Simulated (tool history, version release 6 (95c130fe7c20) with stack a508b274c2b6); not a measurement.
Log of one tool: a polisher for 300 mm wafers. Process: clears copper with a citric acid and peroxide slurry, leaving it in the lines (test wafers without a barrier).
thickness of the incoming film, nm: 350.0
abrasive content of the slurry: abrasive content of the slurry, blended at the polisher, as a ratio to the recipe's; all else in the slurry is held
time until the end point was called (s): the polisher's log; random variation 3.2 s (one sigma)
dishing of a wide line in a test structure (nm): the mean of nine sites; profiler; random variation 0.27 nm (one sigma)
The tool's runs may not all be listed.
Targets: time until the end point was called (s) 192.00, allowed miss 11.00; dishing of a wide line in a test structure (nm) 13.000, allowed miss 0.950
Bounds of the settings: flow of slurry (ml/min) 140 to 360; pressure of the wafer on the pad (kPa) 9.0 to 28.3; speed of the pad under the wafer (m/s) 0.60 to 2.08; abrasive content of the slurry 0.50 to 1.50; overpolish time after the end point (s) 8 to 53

run,day,flow of slurry (ml/min),pressure of the wafer on the pad (kPa),speed of the pad under the wafer (m/s),abrasive content of the slurry,overpolish time after the end point (s),time until the end point was called (s),dishing of a wide line in a test structure (nm)
1,0.000,230,18.6,1.34,1.00,27,142.72,45.557
2,0.292,230,16.5,1.36,1.00,23,157.35,35.613
3,0.525,230,16.5,1.36,1.00,31,154.59,46.086
4,0.783,225,15.2,1.40,0.95,27,165.12,37.678
5,1.146,225,15.2,1.40,1.05,27,160.20,40.271
6,1.512,250,13.8,1.44,0.95,23,174.44,32.673
7,1.875,230,13.1,1.50,0.85,20,175.27,27.703
8,2.100,210,12.4,1.54,0.80,18,185.15,25.738
9,2.271,240,11.7,1.56,0.75,16,190.32,22.269
10,2.429,265,11.0,1.60,0.70,14,195.42,18.533
11,2.462,275,11.0,1.60,0.65,13,201.13,17.158
12,2.667,285,11.0,1.60,0.60,12,204.80,15.714
13,2.817,295,11.0,1.60,0.60,11,201.65,14.577
14,2.988,300,11.0,1.60,0.60,11,199.40,14.056
15,3.167,305,11.0,1.60,0.60,11,200.07,14.482
16,3.304,310,11.0,1.60,0.60,11,205.06,14.888
17,3.467,245,11.7,1.66,0.60,8,184.82,12.141
18,3.796,245,11.7,1.66,0.60,8,191.98,11.424

4 next moves are on the table. One of them brings every result within its allowed miss. Which?
A,4.125,305,9.0,1.92,0.50,8,?,?
B,4.125,260,11.7,1.66,0.65,11,?,?
C,4.125,250,10.3,1.84,0.50,9,?,?
D,4.125,270,12.4,1.50,0.60,11,?,?

move,time until the end point was called (s),dishing of a wide line in a test structure (nm)
A,207.35,10.668
B,186.14,15.992
C,195.45,12.640
D,197.39,15.181
A: further off than the last run
B: takes the result that was furthest off past its target
C: meets every target
D: takes the result that was furthest off past its target
Answer: C

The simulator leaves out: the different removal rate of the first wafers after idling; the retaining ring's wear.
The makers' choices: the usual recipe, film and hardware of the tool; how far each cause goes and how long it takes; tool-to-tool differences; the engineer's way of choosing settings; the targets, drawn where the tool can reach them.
